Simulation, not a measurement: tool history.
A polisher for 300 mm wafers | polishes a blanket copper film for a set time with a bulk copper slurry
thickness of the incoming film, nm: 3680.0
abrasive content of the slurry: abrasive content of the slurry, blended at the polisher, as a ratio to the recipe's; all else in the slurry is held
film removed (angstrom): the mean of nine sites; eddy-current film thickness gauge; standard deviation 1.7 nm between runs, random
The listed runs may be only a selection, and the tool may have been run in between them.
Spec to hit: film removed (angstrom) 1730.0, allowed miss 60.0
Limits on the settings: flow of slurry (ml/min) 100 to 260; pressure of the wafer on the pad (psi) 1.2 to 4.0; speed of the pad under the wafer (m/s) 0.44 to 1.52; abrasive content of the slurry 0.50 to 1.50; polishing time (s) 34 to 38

run,day,flow of slurry (ml/min),pressure of the wafer on the pad (psi),speed of the pad under the wafer (m/s),abrasive content of the slurry,polishing time (s),film removed (angstrom)
1,0.000,165,2.6,0.98,1.00,38,3254.5
2,0.217,160,2.1,0.96,1.00,38,2585.8
3,0.262,155,1.8,0.96,1.00,38,2196.8
4,0.375,145,1.6,0.96,1.00,38,1945.7
5,0.467,135,1.6,0.96,1.00,38,1890.5
6,0.604,135,1.9,0.96,1.00,38,2261.3
7,0.708,135,1.7,0.96,1.00,38,2028.2
8,1.046,130,1.6,0.96,1.00,38,1875.9
9,1.425,120,1.6,0.96,1.00,38,1858.5
10,1.704,115,1.6,0.96,1.00,38,1813.4
11,2.004,110,1.6,0.96,1.00,38,1791.3
# day 2.167: worn pad replaced by a new one
12,2.167,105,1.6,0.96,1.00,38,1926.5

Of the 4 settings listed for the next run, only one would bring every result within its allowed miss of target. Which one?
A,2.329,130,1.6,0.88,1.05,35,?
B,2.329,100,1.8,0.94,1.05,34,?
C,2.329,100,1.2,1.14,1.00,37,?
D,2.329,120,1.4,0.88,1.10,38,?

move,film removed (angstrom)
A,1701.5
B,1836.9
C,1616.8
D,1619.4
A: every result lands within tolerance
B: gains on the last run, yet a result remains outside its allowed miss
C: moves the result that the last run missed by most past its target, out the other side
D: moves the result that the last run missed by most past its target, out the other side
Answer: A
